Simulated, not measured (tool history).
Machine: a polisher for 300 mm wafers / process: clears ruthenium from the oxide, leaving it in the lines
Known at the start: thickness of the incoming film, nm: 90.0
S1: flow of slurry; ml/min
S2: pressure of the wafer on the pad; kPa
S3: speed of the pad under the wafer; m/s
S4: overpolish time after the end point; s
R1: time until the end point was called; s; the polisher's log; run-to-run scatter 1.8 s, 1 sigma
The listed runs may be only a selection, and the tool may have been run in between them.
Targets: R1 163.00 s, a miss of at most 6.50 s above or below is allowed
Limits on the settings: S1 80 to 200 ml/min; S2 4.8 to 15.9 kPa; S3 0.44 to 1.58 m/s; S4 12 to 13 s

run 1 hour=0.0 | S1=130 S2=10.3 S3=1.00 S4=12 | R1=116.71
run 2 hour=4.2 | S1=130 S2=10.3 S3=1.22 S4=12 | R1=96.63
run 3 hour=7.6 | S1=125 S2=9.0 S3=1.22 S4=12 | R1=112.00
run 4 hour=15.5 | S1=125 S2=9.0 S3=1.22 S4=12 | R1=110.87
run 5 hour=17.1 | S1=120 S2=7.6 S3=1.22 S4=12 | R1=129.08
run 6 hour=23.3 | S1=120 S2=7.6 S3=1.38 S4=12 | R1=114.26
run 7 hour=25.1 | S1=115 S2=6.9 S3=1.36 S4=12 | R1=129.03
run 8 hour=26.9 | S1=110 S2=6.2 S3=1.36 S4=12 | R1=144.26
run 9 hour=31.8 | S1=105 S2=6.2 S3=1.36 S4=12 | R1=146.77
run 10 hour=39.1 | S1=100 S2=6.2 S3=1.36 S4=12 | R1=146.61
run 11 hour=40.1 | S1=95 S2=6.2 S3=1.36 S4=12 | R1=148.78
-- hour=45.9 worn pad replaced by a new one
run 12 hour=45.9 | S1=90 S2=6.2 S3=1.36 S4=12 | R1=135.32
run 13 hour=50.7 | S1=100 S2=6.2 S3=1.36 S4=12 | R1=134.73
run 14 hour=58.8 | S1=100 S2=5.5 S3=1.34 S4=12 | R1=154.03
run 15 hour=59.6 | S1=95 S2=4.8 S3=1.34 S4=12 | R1=175.29
run 16 hour=67.9 | S1=95 S2=5.5 S3=1.34 S4=12 | R1=153.64
run 17 hour=72.5 | S1=95 S2=4.8 S3=1.34 S4=12 | R1=173.81
run 18 hour=73.3 | S1=95 S2=5.5 S3=1.34 S4=12 | R1=155.93

Which of these 5 next moves meets every target?
run A hour=74.1 | S1=95 S2=4.8 S3=1.32 S4=12 | R1=?
run B hour=74.1 | S1=105 S2=4.8 S3=1.24 S4=12 | R1=?
run C hour=74.1 | S1=100 S2=5.5 S3=1.24 S4=13 | R1=?
run D hour=74.1 | S1=80 S2=7.6 S3=1.06 S4=13 | R1=?
run E hour=74.1 | S1=95 S2=5.5 S3=1.36 S4=13 | R1=?

move=A R1=180.00
move=B R1=188.35
move=C R1=167.36
move=D R1=149.21
move=E R1=154.16
A: takes the biggest miss from the last run beyond its target
B: takes the biggest miss from the last run beyond its target
C: meets every target
D: lands further from the targets than the last run did
E: lands further from the targets than the last run did
The move that meets every target is C.

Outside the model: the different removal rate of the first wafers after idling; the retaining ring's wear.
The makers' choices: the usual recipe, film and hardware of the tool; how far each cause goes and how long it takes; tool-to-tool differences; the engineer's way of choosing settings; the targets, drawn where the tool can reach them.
